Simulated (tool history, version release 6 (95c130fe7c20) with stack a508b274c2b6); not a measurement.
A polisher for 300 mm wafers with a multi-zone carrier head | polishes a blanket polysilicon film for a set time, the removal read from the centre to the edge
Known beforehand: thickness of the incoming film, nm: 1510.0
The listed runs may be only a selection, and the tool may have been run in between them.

run  hour  flow of slurry (ml/min)  pressure of the head's centre zone  pressure of the head's middle zone  pressure of the head's edge zone  polishing time (s)  film removed at the wafer's centre (Å)  film removed at mid-radius (Å)  film removed at the wafer's edge (Å)
  1     0                      250                                   1                                   1                                 1                  47                                  4972.5                            4948                                5060.9
  2   5.1                      245                                0.98                                   1                              0.98                  44                                  4486.9                          4662.2                                4784.4
  3  11.7                      245                                0.98                                1.01                              0.96                  40                                  4113.7                          4180.2                                4248.1
  4  20.3                      245                                0.97                                1.02                              0.94                  38                                  3918.8                          4002.1                                4045.1
  5    24                      245                                0.97                                1.06                              0.94                  38                                    3958                          4170.6                                4049.1
  6    31                      245                                0.97                                1.06                              0.94                  29                                  2955.3                          3161.7                                3131.8
  7  36.7                      240                                0.97                                1.07                              0.94                  29                                  3021.8                          3215.8                                3061.9
  8  44.3                      240                                0.97                                1.07                              0.94                  29                                  2953.4                          3211.5                                3043.2
  9  50.2                      240                                0.97                                1.07                              0.94                  29                                  2988.4                          3218.1                                3074.9
 10  58.9                      230                                0.97                                1.07                              0.94                  29                                  2968.8                          3217.9                                3058.2

What will run 11 give?
 11  67.6                      225                                0.97                                1.07                              0.94                  29                                       ?                               ?                                     ?

film removed at the wafer's centre (Å): 2949.5
film removed at mid-radius (Å): 3174.6
film removed at the wafer's edge (Å): 3021.7

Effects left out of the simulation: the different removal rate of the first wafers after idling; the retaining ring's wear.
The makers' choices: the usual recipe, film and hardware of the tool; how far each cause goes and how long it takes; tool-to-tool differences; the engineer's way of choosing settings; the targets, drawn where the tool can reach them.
